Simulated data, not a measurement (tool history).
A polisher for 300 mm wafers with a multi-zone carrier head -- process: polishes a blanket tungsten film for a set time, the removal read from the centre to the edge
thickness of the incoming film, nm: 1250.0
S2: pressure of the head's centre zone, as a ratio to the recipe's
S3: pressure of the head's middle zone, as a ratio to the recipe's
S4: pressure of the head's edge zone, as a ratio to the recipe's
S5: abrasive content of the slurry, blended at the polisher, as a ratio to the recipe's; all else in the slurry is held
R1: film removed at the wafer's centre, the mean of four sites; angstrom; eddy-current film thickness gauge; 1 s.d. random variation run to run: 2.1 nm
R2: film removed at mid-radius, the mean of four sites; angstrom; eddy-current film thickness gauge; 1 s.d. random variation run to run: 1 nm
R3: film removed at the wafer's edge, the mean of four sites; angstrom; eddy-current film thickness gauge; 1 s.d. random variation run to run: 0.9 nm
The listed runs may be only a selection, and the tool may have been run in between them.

run 1 hour=0 | flow_of_slurry_(ml/min)=265 S2=1 S3=1 S4=1 S5=1 polishing_time_(s)=62 | R1=2049 R2=2291.3 R3=2239.8
run 2 hour=8.2 | flow_of_slurry_(ml/min)=265 S2=1.01 S3=0.99 S4=0.98 S5=0.95 polishing_time_(s)=60 | R1=1942.1 R2=2126.4 R3=2113.4
run 3 hour=10.4 | flow_of_slurry_(ml/min)=270 S2=1.03 S3=0.99 S4=0.96 S5=0.9 polishing_time_(s)=59 | R1=1925.1 R2=2082.5 R3=2020
run 4 hour=18 | flow_of_slurry_(ml/min)=270 S2=1.05 S3=0.98 S4=0.95 S5=0.85 polishing_time_(s)=58 | R1=1847.5 R2=2002.7 R3=1947.6
run 5 hour=19 | flow_of_slurry_(ml/min)=270 S2=1.05 S3=0.98 S4=0.89 S5=0.85 polishing_time_(s)=58 | R1=1858.1 R2=1957.1 R3=1900.7
run 6 hour=26.7 | flow_of_slurry_(ml/min)=280 S2=1.06 S3=0.97 S4=0.88 S5=0.8 polishing_time_(s)=57 | R1=1835.5 R2=1925.8 R3=1834.4
run 7 hour=29.6 | flow_of_slurry_(ml/min)=285 S2=1.07 S3=0.96 S4=0.87 S5=0.75 polishing_time_(s)=56 | R1=1706.3 R2=1793.5 R3=1756.3
run 8 hour=32.3 | flow_of_slurry_(ml/min)=270 S2=1.08 S3=0.96 S4=0.86 S5=0.75 polishing_time_(s)=55 | R1=1680.8 R2=1762.5 R3=1685
run 9 hour=37.9 | flow_of_slurry_(ml/min)=265 S2=1.09 S3=0.95 S4=0.85 S5=0.75 polishing_time_(s)=54 | R1=1681.7 R2=1716 R3=1633.5
run 10 hour=40 | flow_of_slurry_(ml/min)=255 S2=1.1 S3=0.94 S4=0.85 S5=0.75 polishing_time_(s)=54 | R1=1690.2 R2=1700.3 R3=1638.8
run 11 hour=46.6 | flow_of_slurry_(ml/min)=245 S2=1.11 S3=0.93 S4=0.85 S5=0.75 polishing_time_(s)=54 | R1=1701 R2=1653.4 R3=1649.6
run 12 hour=51.8 | flow_of_slurry_(ml/min)=245 S2=1.12 S3=0.93 S4=0.85 S5=0.75 polishing_time_(s)=53 | R1=1659.7 R2=1639.3 R3=1588.7

For run 13, what comes out?
run 13 hour=52.8 | flow_of_slurry_(ml/min)=240 S2=1.13 S3=0.93 S4=0.85 S5=0.75 polishing_time_(s)=53 | R1=? R2=? R3=?

Run 13 gave R1 1668.5 angstrom, R2 1634.8 angstrom, R3 1606.4 angstrom.

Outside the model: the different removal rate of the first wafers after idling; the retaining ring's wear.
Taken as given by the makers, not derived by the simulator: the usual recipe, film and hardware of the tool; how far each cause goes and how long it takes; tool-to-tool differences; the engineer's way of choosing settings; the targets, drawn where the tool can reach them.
